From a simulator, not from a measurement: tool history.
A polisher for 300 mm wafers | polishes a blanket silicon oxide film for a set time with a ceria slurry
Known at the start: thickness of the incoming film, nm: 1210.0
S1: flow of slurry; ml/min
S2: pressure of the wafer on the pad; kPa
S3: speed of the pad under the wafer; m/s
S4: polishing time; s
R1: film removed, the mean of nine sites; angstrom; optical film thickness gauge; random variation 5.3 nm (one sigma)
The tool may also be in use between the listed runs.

run,day,S1,S2,S3,S4,R1
1,0,200,13.8,0.94,118,3762
2,0.175,200,14.5,0.94,118,3991.2
3,0.454,200,15.9,0.94,118,4280.1
4,0.788,200,16.5,0.94,118,4457.4
5,1.075,165,16.5,0.94,118,4342.3
6,1.45,170,17.2,0.94,118,4523.6

The next listed run, before its measurement:
7,1.679,175,17.2,0.94,118,?

Run 7 gave R1 4534.7 angstrom.
